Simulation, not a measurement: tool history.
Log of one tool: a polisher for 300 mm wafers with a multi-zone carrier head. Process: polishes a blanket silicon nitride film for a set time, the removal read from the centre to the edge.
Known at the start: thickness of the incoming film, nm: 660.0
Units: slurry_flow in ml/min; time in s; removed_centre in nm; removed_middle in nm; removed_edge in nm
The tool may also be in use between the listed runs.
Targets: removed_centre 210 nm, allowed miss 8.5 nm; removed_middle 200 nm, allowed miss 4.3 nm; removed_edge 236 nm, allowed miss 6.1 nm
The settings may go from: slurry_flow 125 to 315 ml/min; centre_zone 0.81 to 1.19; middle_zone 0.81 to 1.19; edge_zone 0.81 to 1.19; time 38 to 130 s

run 1 hour=0 | slurry_flow=205 centre_zone=1 middle_zone=1 edge_zone=1 time=84 | removed_centre=164.11 removed_middle=165.59 removed_edge=163.43
run 2 hour=7.2 | slurry_flow=205 centre_zone=1 middle_zone=0.99 edge_zone=1.02 time=86 | removed_centre=168.64 removed_middle=169.51 removed_edge=169.31
run 3 hour=13 | slurry_flow=205 centre_zone=1 middle_zone=0.99 edge_zone=1.07 time=86 | removed_centre=170 removed_middle=167.37 removed_edge=173.68
run 4 hour=20.9 | slurry_flow=255 centre_zone=1 middle_zone=0.99 edge_zone=1.07 time=86 | removed_centre=172.06 removed_middle=171.53 removed_edge=176.27
run 5 hour=26.5 | slurry_flow=255 centre_zone=1 middle_zone=0.99 edge_zone=1.03 time=86 | removed_centre=172.35 removed_middle=173.21 removed_edge=174.13
run 6 hour=32.8 | slurry_flow=255 centre_zone=0.96 middle_zone=0.99 edge_zone=1.03 time=86 | removed_centre=164.25 removed_middle=174.74 removed_edge=173.79
run 7 hour=36.7 | slurry_flow=255 centre_zone=0.96 middle_zone=0.98 edge_zone=1.05 time=88 | removed_centre=170.57 removed_middle=177.33 removed_edge=179.47
run 8 hour=41.6 | slurry_flow=245 centre_zone=0.91 middle_zone=0.88 edge_zone=1.15 time=109 | removed_centre=200.67 removed_middle=199.43 removed_edge=232.08

Which of these 5 next moves meets every target?
run A hour=46.5 | slurry_flow=245 centre_zone=0.94 middle_zone=0.86 edge_zone=1.01 time=112 | removed_centre=? removed_middle=? removed_edge=?
run B hour=46.5 | slurry_flow=275 centre_zone=0.81 middle_zone=0.9 edge_zone=1.18 time=107 | removed_centre=? removed_middle=? removed_edge=?
run C hour=46.5 | slurry_flow=235 centre_zone=0.94 middle_zone=0.91 edge_zone=1.11 time=106 | removed_centre=? removed_middle=? removed_edge=?
run D hour=46.5 | slurry_flow=205 centre_zone=0.95 middle_zone=0.88 edge_zone=1.16 time=112 | removed_centre=? removed_middle=? removed_edge=?
run E hour=46.5 | slurry_flow=235 centre_zone=1.01 middle_zone=0.9 edge_zone=1.14 time=104 | removed_centre=? removed_middle=? removed_edge=?

move=A removed_centre=209.18 removed_middle=201.25 removed_edge=223.51
move=B removed_centre=174.54 removed_middle=202.34 removed_edge=233.11
move=C removed_centre=196.93 removed_middle=198.54 removed_edge=220.69
move=D removed_centre=206.03 removed_middle=200.3 removed_edge=235.38
move=E removed_centre=207.7 removed_middle=192.93 removed_edge=219.53
A: brings the result that was furthest off to its target, and leaves another outside
B: further off than the last run
C: further off than the last run
D: meets every target
E: brings the result that was furthest off to its target, and leaves another outside
The right move is D.
